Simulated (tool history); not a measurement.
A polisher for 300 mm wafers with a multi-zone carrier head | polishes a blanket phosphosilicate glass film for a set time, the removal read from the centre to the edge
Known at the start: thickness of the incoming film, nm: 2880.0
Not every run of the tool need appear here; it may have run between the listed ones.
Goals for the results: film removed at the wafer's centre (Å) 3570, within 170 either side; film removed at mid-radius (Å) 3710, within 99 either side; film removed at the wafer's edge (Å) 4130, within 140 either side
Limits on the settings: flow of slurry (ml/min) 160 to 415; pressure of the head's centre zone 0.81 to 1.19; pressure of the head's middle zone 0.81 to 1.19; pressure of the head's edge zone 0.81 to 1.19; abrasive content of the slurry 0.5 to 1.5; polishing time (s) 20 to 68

run	hour	flow of slurry (ml/min)	pressure of the head's centre zone	pressure of the head's middle zone	pressure of the head's edge zone	abrasive content of the slurry	polishing time (s)	film removed at the wafer's centre (Å)	film removed at mid-radius (Å)	film removed at the wafer's edge (Å)
1	0	265	1	1	1	1	44	3182.6	3243.4	3249
2	2.5	265	1	1	1.02	1.05	44	3235	3304	3430.6
3	8.1	270	1	1.01	1.04	1.05	44	3261.1	3310.4	3409.5
4	9	270	1.05	1.01	1.04	1.05	44	3433.5	3368	3445.6
5	11	270	1.05	1.01	1.04	1.05	53	4129	4065.1	4162.9
6	15.1	240	1.05	1.01	1.04	1.05	53	4121.4	3914.2	4079.3
7	22.7	235	1.04	1.01	1.04	1.05	53	4004.5	3936.3	4055.4
8	24.3	230	1.03	1.01	1.05	1.05	53	3876.1	3969.3	4098.7
9	29.7	225	1.03	1	1.05	1.05	53	3969.8	3868.1	4063.5
10	35.4	220	1.02	1	1.06	1.05	53	3910.6	3891.6	4078
11	41.2	215	1.01	1	1.07	1.05	53	3907.4	3782.9	4128.3
12	44.4	215	1	1	1.07	1.05	53	3781.6	3842.6	4088.6

Exercise: of the 4 proposed moves below, exactly one satisfies all targets within the stated allowed misses. Which move is it?
A	47.6	270	1.03	1.03	1.03	1.1	51	?	?	?
B	47.6	260	0.9	0.95	1.08	1.25	50	?	?	?
C	47.6	215	1.05	0.94	1.09	1.05	54	?	?	?
D	47.6	225	1.01	0.9	1.02	1.3	50	?	?	?

move	film removed at the wafer's centre (Å)	film removed at mid-radius (Å)	film removed at the wafer's edge (Å)
A	3982.6	4006.8	4040.4
B	3640.5	3788.2	4179.3
C	4077.8	3758.7	4230.9
D	3922	3589.5	4067.6
A: the biggest miss grows against the last run
B: all results in spec
C: the furthest-off result lands on target, but another misses its tolerance
D: pushes the last run's worst result past its target
Move B is the one to make.
